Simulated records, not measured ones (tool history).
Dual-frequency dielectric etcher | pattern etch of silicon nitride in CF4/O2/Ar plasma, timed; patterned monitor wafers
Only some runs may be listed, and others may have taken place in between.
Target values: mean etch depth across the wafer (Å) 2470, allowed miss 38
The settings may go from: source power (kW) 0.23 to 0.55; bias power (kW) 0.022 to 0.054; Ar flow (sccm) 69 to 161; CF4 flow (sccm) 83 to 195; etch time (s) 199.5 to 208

run	hour	source power (kW)	bias power (kW)	Ar flow (sccm)	CF4 flow (sccm)	etch time (s)	mean etch depth across the wafer (Å)
1	0	0.39	0.038	115	139	199.5	2883.6
2	3.1	0.44	0.038	115	139	199.5	3237.8
3	8.9	0.44	0.032	115	139	199.5	3051
4	10.3	0.41	0.032	115	139	199.5	2856.7
5	11.9	0.41	0.032	115	139	199.5	2858.4
6	20.7	0.41	0.03	115	139	199.5	2808.2
7	23.5	0.39	0.03	115	139	199.5	2658.4
8	26.1	0.38	0.03	115	139	199.5	2614.5
9	32	0.37	0.03	115	139	199.5	2528.9

Which single option among these 4 for the next run brings every result within its allowed miss of target? Just one does.
A	37.9	0.39	0.025	123	157	202.5	?
B	37.9	0.38	0.024	80	121	203	?
C	37.9	0.37	0.03	111	138	203.5	?
D	37.9	0.35	0.034	115	136	199.5	?

move	mean etch depth across the wafer (Å)
A	2564.2
B	2570.5
C	2584.5
D	2476
A: the biggest miss grows against the last run
B: the biggest miss grows against the last run
C: the biggest miss grows against the last run
D: meets every target
Correct choice: D, which meets every target
